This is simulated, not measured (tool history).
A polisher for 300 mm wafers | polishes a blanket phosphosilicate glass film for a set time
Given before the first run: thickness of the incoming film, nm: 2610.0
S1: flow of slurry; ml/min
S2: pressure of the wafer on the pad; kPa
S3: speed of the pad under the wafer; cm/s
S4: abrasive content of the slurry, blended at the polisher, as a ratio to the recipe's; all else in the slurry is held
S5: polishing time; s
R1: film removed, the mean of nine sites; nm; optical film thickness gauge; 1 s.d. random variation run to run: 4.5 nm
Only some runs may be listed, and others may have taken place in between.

Run 1, hour 0.0: S1 170 ml/min, S2 17.9 kPa, S3 96 cm/s, S4 1.00, S5 77 s. Result: R1 474.07 nm.
Run 2, hour 7.9: S1 175 ml/min, S2 18.6 kPa, S3 96 cm/s, S4 1.00, S5 77 s. Result: R1 489.98 nm.
Run 3, hour 8.9: S1 175 ml/min, S2 20.7 kPa, S3 96 cm/s, S4 1.00, S5 77 s. Result: R1 539.24 nm.
Run 4, hour 17.0: S1 175 ml/min, S2 20.7 kPa, S3 96 cm/s, S4 0.85, S5 77 s. Result: R1 521.26 nm.
Run 5, hour 18.5: S1 180 ml/min, S2 21.4 kPa, S3 96 cm/s, S4 0.85, S5 77 s. Result: R1 529.94 nm.
Run 6, hour 22.7: S1 180 ml/min, S2 22.1 kPa, S3 96 cm/s, S4 0.85, S5 77 s. Result: R1 548.66 nm.
Run 7, hour 29.5: S1 180 ml/min, S2 22.8 kPa, S3 96 cm/s, S4 0.85, S5 77 s. Result: R1 570.36 nm.

Forecast run 8:
Run 8, hour 31.5: S1 185 ml/min, S2 23.4 kPa, S3 96 cm/s, S4 0.85, S5 77 s. Result: R1 ?.

{"run 8": {"R1": 597.94}}
